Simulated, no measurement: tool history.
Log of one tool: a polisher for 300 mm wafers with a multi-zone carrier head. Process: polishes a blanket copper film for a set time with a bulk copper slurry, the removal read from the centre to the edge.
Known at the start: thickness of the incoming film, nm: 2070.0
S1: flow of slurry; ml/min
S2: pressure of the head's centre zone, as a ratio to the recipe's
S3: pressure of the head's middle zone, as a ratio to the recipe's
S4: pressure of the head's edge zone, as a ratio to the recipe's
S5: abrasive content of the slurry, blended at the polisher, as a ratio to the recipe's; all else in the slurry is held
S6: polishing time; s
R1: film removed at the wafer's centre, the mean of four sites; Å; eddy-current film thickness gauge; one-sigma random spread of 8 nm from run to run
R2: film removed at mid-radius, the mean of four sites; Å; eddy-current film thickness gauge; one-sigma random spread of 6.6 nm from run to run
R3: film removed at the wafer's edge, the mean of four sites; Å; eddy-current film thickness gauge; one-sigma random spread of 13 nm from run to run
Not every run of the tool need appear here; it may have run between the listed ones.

run  hour   S1    S2    S3    S4    S5  S6      R1      R2      R3
  1     0  185     1     1     1     1  61  6842.2  7155.1  6866.8
  2   6.8  190  0.99  1.01  1.04   1.1  63  7223.5  7645.1  7699.6
  3    11  190  1.04  1.01  1.04   1.1  63  7599.9  7670.6  7630.4
  4  18.3  190  1.04  1.01  1.07   1.1  63  7567.7  7693.7  7553.3
  5  22.7  175  1.04  1.01  1.07   1.1  63  7370.4  7503.9  7506.3
  6  28.4  195  1.03  1.03  1.09   1.2  63  7840.7  8032.7  7930.7
  7  32.2  205     1  1.04  1.11  1.25  64  7742.1  8367.9  8160.6
  8  33.7  205  0.99  1.03  1.13   1.3  66  7968.6  8559.8  8848.2
  9  40.9  215  0.98  1.04  1.14  1.35  66  8073.4  8794.5  8882.8

Forecast run 10:
 10  41.9  220  0.97  1.04  1.15  1.4  67   ?   ?   ?

Run 10 came out at R1 8290.9 Å, R2 9026 Å, R3 8937.2 Å.

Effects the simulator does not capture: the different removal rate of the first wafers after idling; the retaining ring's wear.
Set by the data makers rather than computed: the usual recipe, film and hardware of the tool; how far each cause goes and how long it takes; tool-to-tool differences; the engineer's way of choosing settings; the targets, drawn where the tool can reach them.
